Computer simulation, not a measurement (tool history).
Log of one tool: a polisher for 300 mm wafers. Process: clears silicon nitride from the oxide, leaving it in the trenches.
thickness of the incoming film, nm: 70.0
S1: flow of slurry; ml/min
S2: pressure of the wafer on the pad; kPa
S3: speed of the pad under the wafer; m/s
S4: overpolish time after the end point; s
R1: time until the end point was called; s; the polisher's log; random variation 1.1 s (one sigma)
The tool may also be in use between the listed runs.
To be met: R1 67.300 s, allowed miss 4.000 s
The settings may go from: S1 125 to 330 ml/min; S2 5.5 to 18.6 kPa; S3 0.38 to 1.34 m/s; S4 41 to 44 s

run 1 hour=0.0 | S1=210 S2=11.7 S3=0.86 S4=41 | R1=120.020
run 2 hour=6.1 | S1=210 S2=13.1 S3=0.88 S4=41 | R1=107.240
run 3 hour=10.0 | S1=160 S2=13.1 S3=0.88 S4=41 | R1=112.550
run 4 hour=19.0 | S1=210 S2=13.1 S3=0.88 S4=41 | R1=108.850
run 5 hour=21.8 | S1=260 S2=13.1 S3=0.88 S4=41 | R1=105.500
run 6 hour=25.8 | S1=310 S2=13.1 S3=0.88 S4=41 | R1=105.630
run 7 hour=27.9 | S1=310 S2=14.5 S3=0.90 S4=41 | R1=96.647
run 8 hour=35.7 | S1=310 S2=15.2 S3=0.94 S4=41 | R1=87.030
run 9 hour=44.0 | S1=310 S2=15.9 S3=0.96 S4=41 | R1=84.554
run 10 hour=51.4 | S1=310 S2=16.5 S3=1.00 S4=41 | R1=77.511
run 11 hour=54.8 | S1=310 S2=17.2 S3=1.02 S4=41 | R1=74.921
run 12 hour=55.4 | S1=310 S2=17.2 S3=1.04 S4=41 | R1=72.946

Which of these 5 next moves meets every target?
run A hour=56.0 | S1=285 S2=17.9 S3=1.08 S4=41 | R1=?
run B hour=56.0 | S1=330 S2=16.5 S3=1.04 S4=41 | R1=?
run C hour=56.0 | S1=285 S2=17.2 S3=1.02 S4=44 | R1=?
run D hour=56.0 | S1=325 S2=13.1 S3=1.12 S4=44 | R1=?
run E hour=56.0 | S1=290 S2=17.2 S3=0.94 S4=41 | R1=?

move=A R1=70.470
move=B R1=76.631
move=C R1=76.659
move=D R1=84.625
move=E R1=82.717
A: meets every target
B: further off than the last run
C: further off than the last run
D: further off than the last run
E: further off than the last run
Answer: A

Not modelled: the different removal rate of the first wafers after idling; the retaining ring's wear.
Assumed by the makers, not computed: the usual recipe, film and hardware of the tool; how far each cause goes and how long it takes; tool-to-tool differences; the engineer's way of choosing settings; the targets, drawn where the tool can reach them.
